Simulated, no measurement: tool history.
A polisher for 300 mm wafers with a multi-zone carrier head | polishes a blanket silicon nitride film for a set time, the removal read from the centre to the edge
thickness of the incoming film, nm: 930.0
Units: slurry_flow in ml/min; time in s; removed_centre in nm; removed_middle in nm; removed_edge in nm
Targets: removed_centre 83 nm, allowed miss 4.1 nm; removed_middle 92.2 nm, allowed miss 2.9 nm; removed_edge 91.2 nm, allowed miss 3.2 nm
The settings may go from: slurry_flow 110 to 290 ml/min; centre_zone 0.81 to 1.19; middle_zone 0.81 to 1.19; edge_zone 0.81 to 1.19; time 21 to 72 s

Run 1, hour 0: slurry_flow 185 ml/min, centre_zone 1, middle_zone 1, edge_zone 1, time 46 s. Result: removed_centre 72.279 nm, removed_middle 70.764 nm, removed_edge 72.304 nm.
Run 2, hour 5.2: slurry_flow 190 ml/min, centre_zone 1, middle_zone 1.02, edge_zone 1.02, time 47 s. Result: removed_centre 74.861 nm, removed_middle 76.022 nm, removed_edge 73.3 nm.
Run 3, hour 12.8: slurry_flow 190 ml/min, centre_zone 1, middle_zone 0.94, edge_zone 1.02, time 47 s. Result: removed_centre 74.331 nm, removed_middle 69.14 nm, removed_edge 74.515 nm.
Run 4, hour 21.7: slurry_flow 190 ml/min, centre_zone 1.03, middle_zone 0.94, edge_zone 1.02, time 47 s. Result: removed_centre 75.034 nm, removed_middle 70.075 nm, removed_edge 74.879 nm.
Run 5, hour 30.5: slurry_flow 190 ml/min, centre_zone 1.01, middle_zone 0.96, edge_zone 1.04, time 48 s. Result: removed_centre 77.911 nm, removed_middle 72.16 nm, removed_edge 76.743 nm.
Run 6, hour 38.3: slurry_flow 190 ml/min, centre_zone 1.01, middle_zone 0.9, edge_zone 1.04, time 48 s. Result: removed_centre 75.927 nm, removed_middle 69.985 nm, removed_edge 77.016 nm.
Run 7, hour 41.1: slurry_flow 195 ml/min, centre_zone 0.99, middle_zone 0.92, edge_zone 1.05, time 49 s. Result: removed_centre 77.603 nm, removed_middle 71.328 nm, removed_edge 79.24 nm.
Run 8, hour 49.3: slurry_flow 195 ml/min, centre_zone 0.99, middle_zone 0.92, edge_zone 1.05, time 49 s. Result: removed_centre 75.312 nm, removed_middle 72.432 nm, removed_edge 79.131 nm.
Run 9, hour 50.4: slurry_flow 200 ml/min, centre_zone 0.99, middle_zone 0.94, edge_zone 1.06, time 50 s. Result: removed_centre 80.434 nm, removed_middle 74.266 nm, removed_edge 80.022 nm.

5 next moves are on the table. One of them brings every result within its allowed miss. Which?
Run A, hour 51.5: slurry_flow 110 ml/min, centre_zone 0.81, middle_zone 0.88, edge_zone 1.03, time 63 s. Result: removed_centre ?, removed_middle ?, removed_edge ?.
Run B, hour 51.5: slurry_flow 250 ml/min, centre_zone 0.89, middle_zone 1, edge_zone 1.02, time 57 s. Result: removed_centre ?, removed_middle ?, removed_edge ?.
Run C, hour 51.5: slurry_flow 165 ml/min, centre_zone 1, middle_zone 0.93, edge_zone 1.05, time 58 s. Result: removed_centre ?, removed_middle ?, removed_edge ?.
Run D, hour 51.5: slurry_flow 195 ml/min, centre_zone 0.88, middle_zone 1.18, edge_zone 0.95, time 54 s. Result: removed_centre ?, removed_middle ?, removed_edge ?.
Run E, hour 51.5: slurry_flow 235 ml/min, centre_zone 1.08, middle_zone 1.05, edge_zone 0.93, time 55 s. Result: removed_centre ?, removed_middle ?, removed_edge ?.

move  removed_centre  removed_middle  removed_edge
   A          75.482          84.255        96.428
   B          83.093           92.73        92.541
   C          90.629          85.017         92.63
   D          75.812          98.744        82.988
   E          96.838          92.622        85.011
A: nearer than the last run, and not there yet
B: meets every target
C: nearer than the last run, and not there yet
D: takes the result that was furthest off past its target
E: brings the result that was furthest off to its target, and leaves another outside
Answer: B

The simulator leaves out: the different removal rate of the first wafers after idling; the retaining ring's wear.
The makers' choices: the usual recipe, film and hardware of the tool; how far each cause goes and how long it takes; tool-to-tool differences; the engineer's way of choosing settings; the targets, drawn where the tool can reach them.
